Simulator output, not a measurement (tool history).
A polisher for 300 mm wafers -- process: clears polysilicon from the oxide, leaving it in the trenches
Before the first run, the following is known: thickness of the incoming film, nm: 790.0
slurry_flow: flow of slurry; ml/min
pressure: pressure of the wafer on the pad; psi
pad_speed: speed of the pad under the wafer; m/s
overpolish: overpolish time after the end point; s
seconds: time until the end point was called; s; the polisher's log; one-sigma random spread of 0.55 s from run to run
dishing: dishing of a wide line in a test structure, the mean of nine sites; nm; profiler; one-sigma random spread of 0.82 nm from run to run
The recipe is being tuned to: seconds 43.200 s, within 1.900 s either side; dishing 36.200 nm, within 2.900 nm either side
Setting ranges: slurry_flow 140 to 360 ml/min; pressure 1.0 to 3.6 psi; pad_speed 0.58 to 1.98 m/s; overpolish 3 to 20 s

Run 1, hour 0.0: slurry_flow 230 ml/min, pressure 2.3 psi, pad_speed 1.28 m/s, overpolish 10 s. Result: seconds 45.781 s, dishing 58.351 nm.
Run 2, hour 3.7: slurry_flow 230 ml/min, pressure 2.3 psi, pad_speed 1.28 m/s, overpolish 9 s. Result: seconds 46.357 s, dishing 56.864 nm.
Run 3, hour 11.6: slurry_flow 230 ml/min, pressure 2.5 psi, pad_speed 1.28 m/s, overpolish 9 s. Result: seconds 43.920 s, dishing 55.922 nm.
Run 4, hour 16.1: slurry_flow 230 ml/min, pressure 2.5 psi, pad_speed 1.56 m/s, overpolish 9 s. Result: seconds 36.128 s, dishing 55.904 nm.
Run 5, hour 19.1: slurry_flow 285 ml/min, pressure 2.5 psi, pad_speed 1.56 m/s, overpolish 9 s. Result: seconds 35.570 s, dishing 57.494 nm.
Run 6, hour 22.4: slurry_flow 255 ml/min, pressure 2.4 psi, pad_speed 1.60 m/s, overpolish 8 s. Result: seconds 36.797 s, dishing 57.771 nm.
Run 7, hour 26.9: slurry_flow 230 ml/min, pressure 2.6 psi, pad_speed 1.42 m/s, overpolish 7 s. Result: seconds 36.978 s, dishing 54.701 nm.
Run 8, hour 27.4: slurry_flow 210 ml/min, pressure 2.7 psi, pad_speed 1.28 m/s, overpolish 6 s. Result: seconds 41.045 s, dishing 52.851 nm.
Run 9, hour 31.5: slurry_flow 210 ml/min, pressure 2.7 psi, pad_speed 1.28 m/s, overpolish 6 s. Result: seconds 39.985 s, dishing 52.676 nm.
Run 10, hour 39.5: slurry_flow 195 ml/min, pressure 2.8 psi, pad_speed 1.18 m/s, overpolish 5 s. Result: seconds 42.740 s, dishing 47.103 nm.
Run 11, hour 41.4: slurry_flow 185 ml/min, pressure 3.0 psi, pad_speed 1.10 m/s, overpolish 5 s. Result: seconds 43.251 s, dishing 47.278 nm.
Run 12, hour 44.0: slurry_flow 175 ml/min, pressure 3.1 psi, pad_speed 1.06 m/s, overpolish 5 s. Result: seconds 42.337 s, dishing 45.197 nm.
Run 13, hour 45.7: slurry_flow 170 ml/min, pressure 3.2 psi, pad_speed 1.00 m/s, overpolish 5 s. Result: seconds 44.475 s, dishing 47.037 nm.
Run 14, hour 51.6: slurry_flow 165 ml/min, pressure 3.3 psi, pad_speed 0.98 m/s, overpolish 5 s. Result: seconds 44.446 s, dishing 46.517 nm.
Run 15, hour 52.9: slurry_flow 160 ml/min, pressure 3.4 psi, pad_speed 0.96 m/s, overpolish 5 s. Result: seconds 43.412 s, dishing 47.293 nm.
Run 16, hour 54.1: slurry_flow 155 ml/min, pressure 3.3 psi, pad_speed 0.98 m/s, overpolish 5 s. Result: seconds 43.796 s, dishing 48.307 nm.
Run 17, hour 58.6: slurry_flow 220 ml/min, pressure 3.6 psi, pad_speed 0.72 m/s, overpolish 3 s. Result: seconds 50.643 s, dishing 33.883 nm.
Run 18, hour 65.4: slurry_flow 220 ml/min, pressure 3.6 psi, pad_speed 0.76 m/s, overpolish 3 s. Result: seconds 47.666 s, dishing 34.108 nm.
Run 19, hour 68.0: slurry_flow 225 ml/min, pressure 3.6 psi, pad_speed 0.90 m/s, overpolish 6 s. Result: seconds 42.002 s, dishing 50.160 nm.
Run 20, hour 75.3: slurry_flow 235 ml/min, pressure 3.6 psi, pad_speed 0.90 m/s, overpolish 5 s. Result: seconds 42.388 s, dishing 48.479 nm.
Run 21, hour 78.0: slurry_flow 250 ml/min, pressure 3.5 psi, pad_speed 0.92 m/s, overpolish 5 s. Result: seconds 41.450 s, dishing 49.711 nm.
Run 22, hour 86.4: slurry_flow 185 ml/min, pressure 3.6 psi, pad_speed 1.02 m/s, overpolish 3 s. Result: seconds 39.514 s, dishing 37.541 nm.
Run 23, hour 90.6: slurry_flow 195 ml/min, pressure 3.5 psi, pad_speed 1.02 m/s, overpolish 3 s. Result: seconds 39.316 s, dishing 38.801 nm.
Run 24, hour 98.4: slurry_flow 205 ml/min, pressure 3.4 psi, pad_speed 1.02 m/s, overpolish 3 s. Result: seconds 40.759 s, dishing 38.748 nm.
Run 25, hour 105.9: slurry_flow 220 ml/min, pressure 3.4 psi, pad_speed 1.02 m/s, overpolish 3 s. Result: seconds 40.544 s, dishing 37.437 nm.
Run 26, hour 114.4: slurry_flow 225 ml/min, pressure 3.3 psi, pad_speed 1.02 m/s, overpolish 3 s. Result: seconds 41.042 s, dishing 35.900 nm.
Run 27, hour 122.7: slurry_flow 225 ml/min, pressure 3.3 psi, pad_speed 1.02 m/s, overpolish 3 s. Result: seconds 40.729 s, dishing 36.638 nm.

5 candidate next runs follow, results not yet known. Just one meets every target within its allowed miss. Identify it.
Run A, hour 131.0: slurry_flow 255 ml/min, pressure 3.2 psi, pad_speed 0.96 m/s, overpolish 3 s. Result: seconds ?, dishing ?.
Run B, hour 131.0: slurry_flow 260 ml/min, pressure 3.2 psi, pad_speed 1.18 m/s, overpolish 3 s. Result: seconds ?, dishing ?.
Run C, hour 131.0: slurry_flow 195 ml/min, pressure 3.6 psi, pad_speed 1.04 m/s, overpolish 3 s. Result: seconds ?, dishing ?.
Run D, hour 131.0: slurry_flow 170 ml/min, pressure 3.6 psi, pad_speed 1.00 m/s, overpolish 3 s. Result: seconds ?, dishing ?.
Run E, hour 131.0: slurry_flow 260 ml/min, pressure 3.3 psi, pad_speed 1.14 m/s, overpolish 3 s. Result: seconds ?, dishing ?.

move  seconds  dishing
   A   43.445   35.108
   B   36.650   38.792
   C   37.788   38.130
   D   39.613   37.107
   E   36.729   38.746
A: every result lands within tolerance
B: the biggest miss grows against the last run
C: the biggest miss grows against the last run
D: the biggest miss grows against the last run
E: the biggest miss grows against the last run
Move A is the one to make.

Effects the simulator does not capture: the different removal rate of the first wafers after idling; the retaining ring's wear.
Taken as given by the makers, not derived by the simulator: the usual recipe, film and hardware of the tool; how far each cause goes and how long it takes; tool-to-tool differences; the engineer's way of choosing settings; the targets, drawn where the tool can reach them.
